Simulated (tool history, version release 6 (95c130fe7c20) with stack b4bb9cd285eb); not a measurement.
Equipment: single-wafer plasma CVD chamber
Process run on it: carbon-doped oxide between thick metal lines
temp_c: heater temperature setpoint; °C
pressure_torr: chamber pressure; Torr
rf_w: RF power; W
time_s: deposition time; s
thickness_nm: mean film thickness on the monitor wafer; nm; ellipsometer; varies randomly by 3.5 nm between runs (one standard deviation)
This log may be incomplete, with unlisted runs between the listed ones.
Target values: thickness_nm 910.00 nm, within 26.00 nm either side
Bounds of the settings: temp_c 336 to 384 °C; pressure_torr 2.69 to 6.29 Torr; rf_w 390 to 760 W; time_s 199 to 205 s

run  hour  temp_c  pressure_torr  rf_w  time_s  thickness_nm
  1   0.0     360           4.49   575     199       1077.00
  2   3.0     360           4.95   575     199       1095.70
  3  10.6     361           4.73   540     199       1050.10
  4  17.5     361           4.00   540     199       1029.00
  5  22.7     361           4.00   600     199       1092.60
  6  24.4     361           4.00   645     199       1136.30
  7  28.9     363           3.83   595     199       1075.70
  8  33.6     364           3.71   555     199       1032.00

Exactly one of the 5 candidate moves below puts every result within its allowed miss. Which one?
  A  38.3     374           3.14   485     199             ?
  B  38.3     364           3.74   510     199             ?
  C  38.3     368           3.44   595     205             ?
  D  38.3     353           3.67   585     205             ?
  E  38.3     365           2.79   610     205             ?

move  thickness_nm
   A        925.14
   B        989.64
   C       1090.10
   D       1130.10
   E       1094.10
A: in spec on every target
B: better than the last run, though not everything is in spec
C: moves away from the targets compared with the last run
D: moves away from the targets compared with the last run
E: moves away from the targets compared with the last run
Correct choice: A, which meets every target
